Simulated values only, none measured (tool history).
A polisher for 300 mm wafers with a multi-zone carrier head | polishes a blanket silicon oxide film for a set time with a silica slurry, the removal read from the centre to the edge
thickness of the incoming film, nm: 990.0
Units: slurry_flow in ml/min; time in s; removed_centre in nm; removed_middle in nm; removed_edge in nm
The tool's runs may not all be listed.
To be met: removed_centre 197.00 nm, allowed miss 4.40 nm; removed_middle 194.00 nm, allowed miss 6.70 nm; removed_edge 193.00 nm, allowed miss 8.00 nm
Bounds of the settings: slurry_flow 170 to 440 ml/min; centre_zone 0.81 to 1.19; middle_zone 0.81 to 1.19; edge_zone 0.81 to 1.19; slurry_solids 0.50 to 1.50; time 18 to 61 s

run,hour,slurry_flow,centre_zone,middle_zone,edge_zone,slurry_solids,time,removed_centre,removed_middle,removed_edge
1,0.0,280,1.00,1.00,1.00,1.00,39,143.23,145.45,147.74
2,2.6,290,1.04,1.04,1.05,1.10,39,153.49,153.34,155.34
3,7.8,290,1.04,0.96,1.05,1.10,39,155.03,144.89,155.14
4,10.2,290,1.04,0.96,1.05,1.10,46,182.94,168.31,179.87
5,18.2,305,1.05,0.99,1.06,1.15,46,185.85,176.35,183.82
6,19.8,305,1.06,1.01,1.06,1.20,46,191.53,184.66,189.38
7,20.8,310,1.07,1.02,1.06,1.20,46,193.88,185.82,187.64
8,26.6,310,1.07,1.03,1.07,1.20,46,192.58,189.28,184.24

Which of these 5 next moves meets every target?
A,32.4,350,1.18,1.17,1.14,1.15,43,?,?,?
B,32.4,325,1.08,1.05,1.07,1.10,45,?,?,?
C,32.4,300,1.06,1.04,1.05,1.15,48,?,?,?
D,32.4,335,1.12,1.03,1.11,1.10,46,?,?,?
E,32.4,335,1.10,1.04,1.06,1.15,44,?,?,?

move,removed_centre,removed_middle,removed_edge
A,200.87,196.01,177.07
B,188.33,183.47,177.90
C,198.58,195.71,190.23
D,200.16,184.87,184.77
E,190.68,180.84,176.10
A: further off than the last run
B: further off than the last run
C: meets every target
D: further off than the last run
E: further off than the last run
Move C is the one to make.

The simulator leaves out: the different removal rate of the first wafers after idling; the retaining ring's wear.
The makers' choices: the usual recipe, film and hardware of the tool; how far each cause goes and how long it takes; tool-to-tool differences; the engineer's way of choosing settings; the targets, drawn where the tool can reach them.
